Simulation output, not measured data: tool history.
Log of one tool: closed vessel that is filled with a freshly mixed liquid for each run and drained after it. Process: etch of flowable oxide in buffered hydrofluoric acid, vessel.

run	hour	temperature setpoint of the liquid (°C)	parts of 40 % ammonium fluoride to one part of 49 % hydrofluoric acid (parts by volume)	time in the liquid (s)	thickness taken off the flowable oxide on a monitor wafer (nm)
1	0.0	23.0	11.5	85	128.74
2	7.2	23.0	11.5	85	130.36
3	14.3	20.5	11.5	85	113.05
4	23.2	23.0	10.0	85	148.41
5	28.2	25.0	9.5	85	171.64
6	36.8	26.5	9.0	85	190.31
7	38.1	27.5	8.5	85	210.52

The next listed run, before its measurement:
8	43.0	28.5	8.0	85	?

thickness taken off the flowable oxide on a monitor wafer (nm): 241.21

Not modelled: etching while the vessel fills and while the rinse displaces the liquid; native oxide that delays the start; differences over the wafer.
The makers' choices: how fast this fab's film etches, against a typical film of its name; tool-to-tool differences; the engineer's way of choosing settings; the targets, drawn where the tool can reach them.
